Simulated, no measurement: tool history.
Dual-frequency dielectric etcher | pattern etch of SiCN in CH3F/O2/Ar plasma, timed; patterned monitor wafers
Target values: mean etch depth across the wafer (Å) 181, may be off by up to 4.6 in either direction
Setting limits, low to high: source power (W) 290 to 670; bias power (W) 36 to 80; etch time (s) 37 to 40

run  hour  source power (W)  bias power (W)  etch time (s)  mean etch depth across the wafer (Å)
  1     0               480              58             40                                153.17
  2   7.3               530              60             40                                162.01
  3  13.8               530              60             37                                148.86
  4  21.7               450              60             37                                 140.8
  5    27               450              60             40                                151.72
  6  29.3               500              63             40                                161.06
  7  33.2               540              64             40                                166.72
  8  42.1               570              65             40                                171.95

Which one of the following 4 next-run settings gets every result inside its allowed miss? There is exactly one.
  A    51               590              61             40                                     ?
  B    51               670              64             40                                     ?
  C    51               620              60             40                                     ?
  D    51               580              64             40                                     ?

move  mean etch depth across the wafer (Å)
   A                                171.74
   B                                183.84
   C                                 174.5
   D                                173.02
A: no better and no worse than the last run
B: hits every target within its allowed miss
C: better than the last run, though not everything is in spec
D: better than the last run, though not everything is in spec
Correct choice: B, which meets every target
